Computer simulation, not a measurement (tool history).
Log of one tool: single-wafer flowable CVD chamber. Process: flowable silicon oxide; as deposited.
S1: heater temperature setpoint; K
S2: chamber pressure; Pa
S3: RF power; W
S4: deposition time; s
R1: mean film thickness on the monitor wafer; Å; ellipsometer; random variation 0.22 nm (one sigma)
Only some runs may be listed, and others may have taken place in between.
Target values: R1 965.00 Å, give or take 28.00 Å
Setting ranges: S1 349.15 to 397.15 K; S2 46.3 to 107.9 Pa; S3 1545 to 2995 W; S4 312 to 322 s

run  hour      S1    S2    S3   S4       R1
  1   0.0  373.15  77.1  2270  312  1203.80
  2   4.7  374.15  77.1  2270  312  1170.10
  3   8.8  368.15  77.1  2270  312  1410.30
  4   9.8  368.15  77.1  2270  322  1450.20
  5  11.9  370.15  77.1  2270  322  1369.50
  6  20.9  361.15  77.1  2270  322  1801.10
  7  28.7  364.15  76.9  2270  322  1649.30
  8  36.4  376.15  76.3  2270  322  1120.50
  9  39.2  377.15  76.3  2270  322  1090.90
 10  45.4  378.15  76.3  2270  322  1051.00

Exactly one of the 5 candidate moves below puts every result within its allowed miss. Which one?
  A  51.6  378.15  73.5  2325  322   ?
  B  51.6  370.15  51.9  2465  318   ?
  C  51.6  381.15  74.4  2270  312   ?
  D  51.6  374.15  74.5  2025  322   ?
  E  51.6  382.15  74.8  2405  312   ?

move       R1
   A  1017.50
   B   950.09
   C   904.64
   D  1128.30
   E   892.36
A: gains on the last run, yet a result remains outside its allowed miss
B: hits every target within its allowed miss
C: pushes the last run's worst result past its target
D: misses by more than the last run did
E: pushes the last run's worst result past its target
B meets every target.
